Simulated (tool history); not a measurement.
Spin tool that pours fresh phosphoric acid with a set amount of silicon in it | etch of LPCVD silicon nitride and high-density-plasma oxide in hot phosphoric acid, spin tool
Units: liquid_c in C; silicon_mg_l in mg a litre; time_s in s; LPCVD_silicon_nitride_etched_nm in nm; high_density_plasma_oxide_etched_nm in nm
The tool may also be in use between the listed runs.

run,hour,liquid_c,silicon_mg_l,time_s,LPCVD_silicon_nitride_etched_nm,high_density_plasma_oxide_etched_nm
1,0,162,8.5,130,12.337,0.4176
2,8.4,162,8.5,180,17.295,0.61157
3,9.2,162,12.5,180,17.344,0.52271
4,10,161,10.5,180,16.488,0.46208
5,11.5,161,8.5,175,15.987,0.49407
6,13.3,161,7.5,175,16.006,0.46079

Forecast run 7:
7,21,161.5,7,170,?,?

LPCVD_silicon_nitride_etched_nm: 15.985 nm
high_density_plasma_oxide_etched_nm: 0.52117 nm
